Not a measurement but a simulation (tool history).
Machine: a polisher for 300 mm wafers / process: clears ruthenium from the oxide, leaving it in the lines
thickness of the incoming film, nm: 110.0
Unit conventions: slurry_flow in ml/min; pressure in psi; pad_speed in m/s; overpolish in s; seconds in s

run	hour	slurry_flow	pressure	pad_speed	overpolish	seconds
1	0.0	295	2.5	1.28	14	48.681
2	5.2	295	2.5	1.06	14	56.752
3	12.2	295	2.5	0.88	14	67.047
4	12.8	230	2.5	0.88	14	69.863
5	19.2	225	2.4	0.88	14	71.639
6	21.6	225	2.4	0.78	14	80.043
7	23.1	220	2.3	0.78	14	81.409

Predict the results of run 8:
8	26.9	220	2.3	0.78	14	?

{"run 8": {"seconds": 80.75}}
